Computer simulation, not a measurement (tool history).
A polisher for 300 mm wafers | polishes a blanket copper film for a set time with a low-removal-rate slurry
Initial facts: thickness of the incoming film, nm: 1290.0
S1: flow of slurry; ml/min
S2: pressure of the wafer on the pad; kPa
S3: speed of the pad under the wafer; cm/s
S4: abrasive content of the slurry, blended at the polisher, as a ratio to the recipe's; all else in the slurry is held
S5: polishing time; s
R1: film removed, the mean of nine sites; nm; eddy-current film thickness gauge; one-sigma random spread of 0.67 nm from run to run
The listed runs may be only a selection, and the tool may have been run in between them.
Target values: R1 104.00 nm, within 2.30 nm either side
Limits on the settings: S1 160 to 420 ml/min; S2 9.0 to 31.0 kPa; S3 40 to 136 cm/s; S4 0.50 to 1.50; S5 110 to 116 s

| run | hour | S1 | S2 | S3 | S4 | S5 | R1 |
|---|---|---|---|---|---|---|---|
| 1 | 0.0 | 270 | 20.0 | 88 | 1.00 | 110 | 209.39 |
| 2 | 1.7 | 240 | 20.0 | 88 | 1.00 | 110 | 207.28 |
| 3 | 5.6 | 235 | 17.2 | 86 | 1.00 | 110 | 175.14 |
| 4 | 10.5 | 280 | 17.2 | 86 | 1.00 | 110 | 178.62 |
| 5 | 14.8 | 280 | 17.2 | 86 | 1.00 | 110 | 180.35 |
|  | 15.7 | head pressure recalibrated |
| 6 | 15.7 | 265 | 15.2 | 84 | 1.00 | 110 | 166.92 |
| 7 | 20.5 | 260 | 13.8 | 78 | 1.00 | 110 | 142.98 |
| 8 | 26.8 | 255 | 12.4 | 76 | 1.00 | 110 | 128.33 |
| 9 | 30.0 | 245 | 11.7 | 76 | 1.00 | 110 | 119.83 |
| 10 | 37.7 | 245 | 11.7 | 76 | 1.00 | 110 | 118.52 |
| 11 | 44.1 | 230 | 11.7 | 76 | 1.00 | 110 | 118.78 |
| 12 | 51.4 | 215 | 11.7 | 76 | 1.00 | 110 | 117.98 |
| 13 | 57.9 | 215 | 11.7 | 76 | 1.00 | 110 | 118.60 |
| 14 | 61.3 | 205 | 11.0 | 76 | 1.00 | 110 | 109.02 |
| 15 | 69.3 | 200 | 11.0 | 76 | 1.00 | 110 | 110.35 |

4 next moves are on the table. One of them brings every result within its allowed miss. Which?
| A | 77.3 | 260 | 12.4 | 64 | 1.10 | 116 | ? |
| B | 77.3 | 235 | 13.8 | 60 | 1.15 | 110 | ? |
| C | 77.3 | 195 | 10.3 | 74 | 0.90 | 116 | ? |
| D | 77.3 | 210 | 11.7 | 74 | 1.05 | 112 | ? |

| move | R1 |
|---|---|
| A | 118.35 |
| B | 117.20 |
| C | 104.78 |
| D | 117.68 |
A: lands further from the targets than the last run did
B: lands further from the targets than the last run did
C: in spec on every target
D: lands further from the targets than the last run did
C meets every target.

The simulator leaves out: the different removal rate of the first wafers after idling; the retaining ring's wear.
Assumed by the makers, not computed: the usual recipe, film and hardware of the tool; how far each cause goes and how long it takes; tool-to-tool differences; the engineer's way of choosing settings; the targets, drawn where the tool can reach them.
